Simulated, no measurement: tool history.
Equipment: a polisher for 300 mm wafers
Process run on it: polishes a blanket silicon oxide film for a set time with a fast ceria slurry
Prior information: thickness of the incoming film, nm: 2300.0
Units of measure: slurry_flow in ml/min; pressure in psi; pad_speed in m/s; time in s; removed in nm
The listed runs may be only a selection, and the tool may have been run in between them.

run	hour	slurry_flow	pressure	pad_speed	time	removed
1	0.0	215	1.8	0.86	81	608.41
2	0.8	215	1.4	0.86	81	479.91
3	2.0	215	1.6	0.86	81	546.45
4	8.8	215	1.8	0.86	81	601.07
5	16.6	215	1.8	0.86	81	605.42
6	20.2	215	1.9	0.86	81	646.20
7	22.9	215	2.0	0.86	81	678.08
8	28.0	215	2.1	0.86	81	716.36
9	34.4	215	2.2	0.86	81	740.65
10	37.1	215	2.3	0.88	81	784.39
11	44.3	215	2.4	0.90	81	837.63
12	45.5	215	2.5	0.92	81	886.69
13	52.7	215	2.5	0.94	81	913.56

For run 14, what comes out?
14	61.4	225	2.7	0.98	81	?

removed: 1027.30 nm
